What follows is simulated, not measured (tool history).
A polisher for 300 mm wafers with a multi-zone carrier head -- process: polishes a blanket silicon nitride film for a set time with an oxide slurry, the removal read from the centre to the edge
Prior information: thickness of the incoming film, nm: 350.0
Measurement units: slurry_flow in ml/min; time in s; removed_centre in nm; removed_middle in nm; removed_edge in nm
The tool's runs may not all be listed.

run 1 hour=0.0 | slurry_flow=300 centre_zone=1.00 middle_zone=1.00 edge_zone=1.00 slurry_solids=1.00 time=44 | removed_centre=34.243 removed_middle=34.588 removed_edge=33.753
run 2 hour=8.4 | slurry_flow=300 centre_zone=1.00 middle_zone=1.00 edge_zone=1.00 slurry_solids=0.80 time=44 | removed_centre=31.816 removed_middle=31.295 removed_edge=32.054
run 3 hour=11.1 | slurry_flow=300 centre_zone=1.02 middle_zone=0.99 edge_zone=1.02 slurry_solids=0.90 time=45 | removed_centre=34.540 removed_middle=33.412 removed_edge=34.251
run 4 hour=16.7 | slurry_flow=345 centre_zone=1.02 middle_zone=0.99 edge_zone=1.02 slurry_solids=0.90 time=45 | removed_centre=34.499 removed_middle=33.895 removed_edge=34.650
run 5 hour=24.4 | slurry_flow=340 centre_zone=1.04 middle_zone=0.98 edge_zone=1.03 slurry_solids=0.95 time=46 | removed_centre=37.082 removed_middle=35.194 removed_edge=36.446
run 6 hour=30.7 | slurry_flow=285 centre_zone=1.04 middle_zone=0.98 edge_zone=1.03 slurry_solids=0.95 time=46 | removed_centre=36.385 removed_middle=34.110 removed_edge=36.342
run 7 hour=32.5 | slurry_flow=290 centre_zone=1.14 middle_zone=1.05 edge_zone=1.08 slurry_solids=1.20 time=47 | removed_centre=46.094 removed_middle=41.209 removed_edge=40.383
run 8 hour=35.3 | slurry_flow=305 centre_zone=1.15 middle_zone=1.01 edge_zone=1.18 slurry_solids=1.45 time=48 | removed_centre=50.069 removed_middle=43.779 removed_edge=47.943

Run 9, settings as shown, results not yet in. Your forecast:
run 9 hour=42.1 | slurry_flow=305 centre_zone=1.16 middle_zone=1.01 edge_zone=1.18 slurry_solids=1.45 time=48 | removed_centre=? removed_middle=? removed_edge=?

removed_centre: 49.526 nm
removed_middle: 43.712 nm
removed_edge: 46.653 nm
